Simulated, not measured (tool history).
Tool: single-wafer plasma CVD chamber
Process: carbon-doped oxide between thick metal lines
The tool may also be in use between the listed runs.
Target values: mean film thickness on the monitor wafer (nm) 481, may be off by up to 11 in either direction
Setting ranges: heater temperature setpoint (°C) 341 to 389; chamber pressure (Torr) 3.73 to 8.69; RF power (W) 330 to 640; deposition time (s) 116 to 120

run,hour,heater temperature setpoint (°C),chamber pressure (Torr),RF power (W),deposition time (s),mean film thickness on the monitor wafer (nm)
1,0,365,6.21,485,116,550.96
2,4.5,365,6.21,530,116,592.06
3,10.9,365,6.21,575,116,629.51
4,13.3,368,5.91,520,116,578.82
5,14.1,368,5.01,520,116,572.23
6,19.7,369,4.92,480,116,532.28
7,28.7,370,4.79,460,116,512.36
8,34.8,371,4.67,450,116,498.27

Consider the 5 candidate settings below. Which is the only one whose results all fall within their allowed miss of target?
A,40.9,371,4.61,445,120,?
B,40.9,364,4.7,435,120,?
C,40.9,372,3.84,455,119,?
D,40.9,373,5.81,430,116,?
E,40.9,371,5.01,445,120,?

move,mean film thickness on the monitor wafer (nm)
A,509.41
B,505.35
C,508.36
D,482.03
E,512.92
A: moves away from the targets compared with the last run
B: moves away from the targets compared with the last run
C: moves away from the targets compared with the last run
D: all results land within tolerance of their targets
E: moves away from the targets compared with the last run
The move that meets every target is D.

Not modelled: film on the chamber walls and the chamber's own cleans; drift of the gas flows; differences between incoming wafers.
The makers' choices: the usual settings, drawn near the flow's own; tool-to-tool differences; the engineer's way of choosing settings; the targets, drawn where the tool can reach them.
